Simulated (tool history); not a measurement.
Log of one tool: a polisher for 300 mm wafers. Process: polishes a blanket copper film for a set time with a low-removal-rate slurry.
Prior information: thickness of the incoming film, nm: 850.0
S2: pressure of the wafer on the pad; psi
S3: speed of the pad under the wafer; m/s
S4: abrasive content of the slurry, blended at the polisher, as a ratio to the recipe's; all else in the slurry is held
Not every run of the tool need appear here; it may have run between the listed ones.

{"run": 1, "hour": 0.0, "flow of slurry (ml/min)": 315, "S2": 2.5, "S3": 1.18, "S4": 1, "polishing time (s)": 69, "film removed (Å)": 1906.1}
{"run": 2, "hour": 8.0, "flow of slurry (ml/min)": 315, "S2": 2.5, "S3": 1.18, "S4": 0.85, "polishing time (s)": 69, "film removed (Å)": 1826.7}
{"run": 3, "hour": 17.0, "flow of slurry (ml/min)": 320, "S2": 2.6, "S3": 1.18, "S4": 0.85, "polishing time (s)": 69, "film removed (Å)": 1914}
{"run": 4, "hour": 21.2, "flow of slurry (ml/min)": 320, "S2": 2.6, "S3": 1.18, "S4": 0.7, "polishing time (s)": 69, "film removed (Å)": 1846}
{"run": 5, "hour": 30.2, "flow of slurry (ml/min)": 325, "S2": 2.7, "S3": 1.18, "S4": 0.7, "polishing time (s)": 69, "film removed (Å)": 1878.1}
{"run": 6, "hour": 32.5, "flow of slurry (ml/min)": 325, "S2": 2.8, "S3": 1.18, "S4": 0.7, "polishing time (s)": 69, "film removed (Å)": 1948.3}
{"run": 7, "hour": 39.9, "flow of slurry (ml/min)": 325, "S2": 2.8, "S3": 1.18, "S4": 0.7, "polishing time (s)": 69, "film removed (Å)": 1948.3}
{"run": 8, "hour": 48.0, "flow of slurry (ml/min)": 325, "S2": 2.9, "S3": 1.18, "S4": 0.7, "polishing time (s)": 69, "film removed (Å)": 2019.8}

The next listed run, before its measurement:
{"run": 9, "hour": 54.1, "flow of slurry (ml/min)": 325, "S2": 3, "S3": 1.18, "S4": 0.7, "polishing time (s)": 69, "film removed (Å)": "?"}

film removed (Å): 2032.9
